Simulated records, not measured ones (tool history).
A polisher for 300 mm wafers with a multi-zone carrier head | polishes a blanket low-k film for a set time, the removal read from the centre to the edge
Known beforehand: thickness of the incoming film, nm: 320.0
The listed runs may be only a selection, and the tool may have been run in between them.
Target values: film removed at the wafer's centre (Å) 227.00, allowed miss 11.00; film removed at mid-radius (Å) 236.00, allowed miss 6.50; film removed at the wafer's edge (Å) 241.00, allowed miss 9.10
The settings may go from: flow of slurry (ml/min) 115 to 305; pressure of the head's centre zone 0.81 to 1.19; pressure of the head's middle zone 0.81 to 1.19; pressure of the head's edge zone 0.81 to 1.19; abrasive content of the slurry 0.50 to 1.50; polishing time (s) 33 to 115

run,hour,flow of slurry (ml/min),pressure of the head's centre zone,pressure of the head's middle zone,pressure of the head's edge zone,abrasive content of the slurry,polishing time (s),film removed at the wafer's centre (Å),film removed at mid-radius (Å),film removed at the wafer's edge (Å)
1,0.0,195,1.00,1.00,1.00,1.00,73,196.09,196.98,199.81
2,6.5,205,1.01,1.02,1.04,1.05,73,201.05,207.87,209.94
3,11.1,215,1.03,1.03,1.07,1.10,73,216.67,214.87,218.34
4,13.3,215,1.08,1.03,1.07,1.10,73,222.48,213.80,215.15
5,15.7,180,1.08,1.03,1.07,1.10,73,219.69,209.48,211.67
6,22.0,180,1.08,0.98,1.07,1.10,73,220.60,200.03,216.26
7,27.4,190,1.07,1.00,1.10,1.15,73,223.37,209.51,224.80
8,28.0,200,1.06,1.02,1.12,1.15,73,222.79,212.69,224.51
9,31.9,200,1.06,1.02,1.12,1.15,73,220.96,215.66,224.99
10,39.7,210,1.06,1.03,1.14,1.15,73,226.92,218.39,234.24
11,42.3,220,1.05,1.04,1.14,1.15,73,228.80,223.40,230.82
12,48.5,225,1.04,1.05,1.15,1.15,73,220.85,223.40,232.05
13,50.4,230,1.04,1.06,1.16,1.15,73,225.69,227.72,236.47
14,55.0,235,1.04,1.07,1.16,1.15,73,226.70,227.72,231.56
15,57.3,240,1.03,1.07,1.17,1.15,73,222.57,228.75,234.22

5 next moves are on the table. One of them brings every result within its allowed miss. Which?
A,59.6,195,1.16,1.00,1.14,1.15,77,?,?,?
B,59.6,185,0.86,0.99,1.19,1.15,80,?,?,?
C,59.6,190,1.06,1.13,1.18,1.15,75,?,?,?
D,59.6,235,1.03,0.90,1.19,1.15,82,?,?,?
E,59.6,235,1.03,1.02,1.19,1.15,73,?,?,?

move,film removed at the wafer's centre (Å),film removed at mid-radius (Å),film removed at the wafer's edge (Å)
A,251.23,222.54,235.23
B,192.63,227.58,248.32
C,223.07,239.63,232.11
D,245.24,223.13,261.80
E,218.51,220.62,232.69
A: moves away from the targets compared with the last run
B: moves away from the targets compared with the last run
C: each result inside its tolerance
D: moves away from the targets compared with the last run
E: moves away from the targets compared with the last run
Go with C: it meets all targets.
